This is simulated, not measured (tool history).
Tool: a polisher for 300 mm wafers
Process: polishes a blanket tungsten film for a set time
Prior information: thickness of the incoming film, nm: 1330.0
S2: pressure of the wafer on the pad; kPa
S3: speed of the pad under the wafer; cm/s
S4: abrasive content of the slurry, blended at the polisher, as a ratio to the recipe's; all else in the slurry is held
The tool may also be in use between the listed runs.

run 1 hour=0.0 | flow_of_slurry_(ml/min)=280 S2=24.1 S3=128 S4=1.0 polishing_time_(s)=52 | film_removed_(nm)=253.420
run 2 hour=1.4 | flow_of_slurry_(ml/min)=280 S2=22.8 S3=122 S4=1.0 polishing_time_(s)=52 | film_removed_(nm)=229.760
run 3 hour=5.2 | flow_of_slurry_(ml/min)=280 S2=21.4 S3=116 S4=1.0 polishing_time_(s)=52 | film_removed_(nm)=203.750
run 4 hour=14.1 | flow_of_slurry_(ml/min)=280 S2=21.4 S3=116 S4=1.2 polishing_time_(s)=52 | film_removed_(nm)=212.380
run 5 hour=21.0 | flow_of_slurry_(ml/min)=280 S2=20.0 S3=112 S4=1.2 polishing_time_(s)=52 | film_removed_(nm)=195.040
run 6 hour=27.6 | flow_of_slurry_(ml/min)=280 S2=18.6 S3=108 S4=1.2 polishing_time_(s)=52 | film_removed_(nm)=175.400
run 7 hour=34.5 | flow_of_slurry_(ml/min)=280 S2=17.9 S3=104 S4=1.2 polishing_time_(s)=52 | film_removed_(nm)=160.830
run 8 hour=39.7 | flow_of_slurry_(ml/min)=280 S2=17.2 S3=102 S4=1.2 polishing_time_(s)=52 | film_removed_(nm)=152.150

The next listed run, before its measurement:
run 9 hour=41.9 | flow_of_slurry_(ml/min)=275 S2=11.0 S3=78 S4=1.2 polishing_time_(s)=52 | film_removed_(nm)=?

Run 9 yielded film removed (nm) 76.844.

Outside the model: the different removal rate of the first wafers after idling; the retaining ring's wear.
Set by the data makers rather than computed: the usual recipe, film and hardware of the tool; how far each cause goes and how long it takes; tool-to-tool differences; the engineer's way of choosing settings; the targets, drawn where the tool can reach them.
